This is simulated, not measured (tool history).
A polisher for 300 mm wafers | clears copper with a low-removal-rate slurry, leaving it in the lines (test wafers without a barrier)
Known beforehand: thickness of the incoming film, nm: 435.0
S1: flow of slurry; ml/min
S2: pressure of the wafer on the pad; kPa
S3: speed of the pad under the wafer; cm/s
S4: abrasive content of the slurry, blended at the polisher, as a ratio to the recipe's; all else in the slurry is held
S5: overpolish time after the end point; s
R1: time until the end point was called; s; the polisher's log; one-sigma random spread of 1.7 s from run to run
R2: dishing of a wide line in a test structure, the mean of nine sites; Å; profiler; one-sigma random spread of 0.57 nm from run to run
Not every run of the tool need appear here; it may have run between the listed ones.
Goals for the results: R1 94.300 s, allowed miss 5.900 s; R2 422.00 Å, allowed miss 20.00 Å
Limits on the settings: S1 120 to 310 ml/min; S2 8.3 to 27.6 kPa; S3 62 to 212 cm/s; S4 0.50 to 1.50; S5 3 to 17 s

run	hour	S1	S2	S3	S4	S5	R1	R2
1	0.0	200	17.9	136	1.00	9	108.620	230.22
2	6.4	240	17.9	136	1.00	9	106.180	227.50
3	9.9	235	18.6	136	1.00	10	102.730	260.76
4	11.5	230	19.3	136	1.00	11	98.792	289.62
5	13.3	230	16.5	136	1.00	11	114.210	248.26
6	14.5	230	16.5	136	1.00	8	111.990	187.66
7	21.6	220	18.6	134	1.00	10	102.440	255.98
8	25.3	220	19.3	134	1.00	11	97.030	289.74
9	34.0	220	19.3	134	1.00	11	99.106	286.15
10	41.5	210	20.7	134	1.00	15	91.705	394.60

5 candidate next runs follow, results not yet known. Just one meets every target within its allowed miss. Identify it.
A	49.0	225	22.1	116	1.25	14	?	?
B	49.0	190	20.7	132	1.15	13	?	?
C	49.0	225	21.4	128	1.00	16	?	?
D	49.0	255	20.0	142	1.10	13	?	?
E	49.0	185	26.9	104	1.05	12	?	?

move	R1	R2
A	96.384	364.38
B	93.743	348.69
C	94.056	417.65
D	88.128	367.60
E	93.106	330.10
A: lands further from the targets than the last run did
B: lands further from the targets than the last run did
C: in spec on every target
D: lands further from the targets than the last run did
E: lands further from the targets than the last run did
Move C is the one to make.
